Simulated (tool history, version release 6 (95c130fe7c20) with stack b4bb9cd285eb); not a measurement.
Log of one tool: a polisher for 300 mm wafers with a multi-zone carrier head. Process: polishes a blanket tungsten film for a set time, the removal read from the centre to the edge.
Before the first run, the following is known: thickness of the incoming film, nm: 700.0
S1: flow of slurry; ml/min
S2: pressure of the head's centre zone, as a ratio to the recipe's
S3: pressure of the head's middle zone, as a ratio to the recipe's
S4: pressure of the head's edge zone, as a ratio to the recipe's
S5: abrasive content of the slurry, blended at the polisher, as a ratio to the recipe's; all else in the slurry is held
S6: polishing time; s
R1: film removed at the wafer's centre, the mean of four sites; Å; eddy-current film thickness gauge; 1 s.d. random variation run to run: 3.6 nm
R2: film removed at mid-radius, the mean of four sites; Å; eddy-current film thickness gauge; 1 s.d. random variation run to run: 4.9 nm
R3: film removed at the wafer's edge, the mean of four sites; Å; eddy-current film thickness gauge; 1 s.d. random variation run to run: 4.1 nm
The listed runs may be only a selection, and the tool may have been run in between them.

run 1 hour=0.0 | S1=185 S2=1.00 S3=1.00 S4=1.00 S5=1.00 S6=35 | R1=2083.5 R2=2076.7 R3=2068.3
run 2 hour=5.4 | S1=190 S2=1.01 S3=1.01 S4=1.01 S5=1.05 S6=36 | R1=2184.6 R2=2124.5 R3=2201.9
run 3 hour=9.7 | S1=155 S2=1.01 S3=1.01 S4=1.01 S5=1.05 S6=36 | R1=2082.0 R2=2095.4 R3=2135.8
run 4 hour=11.8 | S1=155 S2=1.01 S3=1.01 S4=1.01 S5=1.05 S6=42 | R1=2454.7 R2=2429.6 R3=2490.0
run 5 hour=12.8 | S1=155 S2=1.01 S3=1.01 S4=1.01 S5=1.05 S6=51 | R1=2958.5 R2=2897.3 R3=2973.4
run 6 hour=18.0 | S1=160 S2=1.02 S3=1.02 S4=1.02 S5=1.05 S6=51 | R1=2993.1 R2=3038.9 R3=3097.4
run 7 hour=20.4 | S1=170 S2=1.03 S3=1.02 S4=1.01 S5=1.05 S6=51 | R1=3078.0 R2=2971.4 R3=2985.5
run 8 hour=27.8 | S1=175 S2=1.04 S3=1.03 S4=1.02 S5=1.05 S6=51 | R1=3168.9 R2=2999.5 R3=2995.6
run 9 hour=34.3 | S1=180 S2=1.04 S3=1.04 S4=1.03 S5=1.10 S6=51 | R1=3242.4 R2=3092.4 R3=3130.9
run 10 hour=40.4 | S1=185 S2=1.04 S3=1.05 S4=1.03 S5=1.10 S6=51 | R1=3299.9 R2=3223.9 R3=3092.9

What does the tool deliver on the next run?
run 11 hour=46.9 | S1=190 S2=1.04 S3=1.05 S4=1.04 S5=1.10 S6=51 | R1=? R2=? R3=?

{"run 11": {"R1": 3221.2, "R2": 3173.6, "R3": 3060.1}}

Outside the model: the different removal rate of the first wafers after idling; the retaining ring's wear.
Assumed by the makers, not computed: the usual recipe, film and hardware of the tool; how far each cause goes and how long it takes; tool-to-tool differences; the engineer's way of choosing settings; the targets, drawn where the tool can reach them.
